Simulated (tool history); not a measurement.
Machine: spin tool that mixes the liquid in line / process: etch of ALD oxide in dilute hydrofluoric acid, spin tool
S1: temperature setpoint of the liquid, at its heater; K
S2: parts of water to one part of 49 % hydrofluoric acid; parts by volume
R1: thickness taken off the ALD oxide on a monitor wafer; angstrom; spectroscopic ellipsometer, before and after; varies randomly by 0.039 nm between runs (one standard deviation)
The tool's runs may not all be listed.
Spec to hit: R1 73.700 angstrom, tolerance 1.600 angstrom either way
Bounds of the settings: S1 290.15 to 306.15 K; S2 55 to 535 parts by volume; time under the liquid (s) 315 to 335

run 1 hour=0.0 | S1=298.15 S2=295 time_under_the_liquid_(s)=315 | R1=87.833
run 2 hour=5.0 | S1=296.65 S2=295 time_under_the_liquid_(s)=315 | R1=83.727
run 3 hour=12.9 | S1=295.65 S2=295 time_under_the_liquid_(s)=315 | R1=80.248
run 4 hour=19.9 | S1=295.65 S2=295 time_under_the_liquid_(s)=335 | R1=85.778
run 5 hour=23.7 | S1=295.65 S2=295 time_under_the_liquid_(s)=335 | R1=86.312
run 6 hour=28.1 | S1=294.15 S2=295 time_under_the_liquid_(s)=335 | R1=81.929
run 7 hour=31.1 | S1=293.15 S2=295 time_under_the_liquid_(s)=335 | R1=77.670
run 8 hour=40.0 | S1=292.65 S2=295 time_under_the_liquid_(s)=335 | R1=76.380
run 9 hour=44.1 | S1=292.15 S2=295 time_under_the_liquid_(s)=335 | R1=75.789

Consider the 5 candidate settings below. Which is the only one whose results all fall within their allowed miss of target?
run A hour=48.2 | S1=294.15 S2=290 time_under_the_liquid_(s)=315 | R1=?
run B hour=48.2 | S1=292.15 S2=280 time_under_the_liquid_(s)=330 | R1=?
run C hour=48.2 | S1=292.15 S2=280 time_under_the_liquid_(s)=335 | R1=?
run D hour=48.2 | S1=290.15 S2=255 time_under_the_liquid_(s)=315 | R1=?
run E hour=48.2 | S1=291.65 S2=280 time_under_the_liquid_(s)=315 | R1=?

move=A R1=77.159
move=B R1=78.485
move=C R1=79.674
move=D R1=77.926
move=E R1=73.527
A: lands further from the targets than the last run did
B: lands further from the targets than the last run did
C: lands further from the targets than the last run did
D: lands further from the targets than the last run did
E: hits every target within its allowed miss
Answer: E

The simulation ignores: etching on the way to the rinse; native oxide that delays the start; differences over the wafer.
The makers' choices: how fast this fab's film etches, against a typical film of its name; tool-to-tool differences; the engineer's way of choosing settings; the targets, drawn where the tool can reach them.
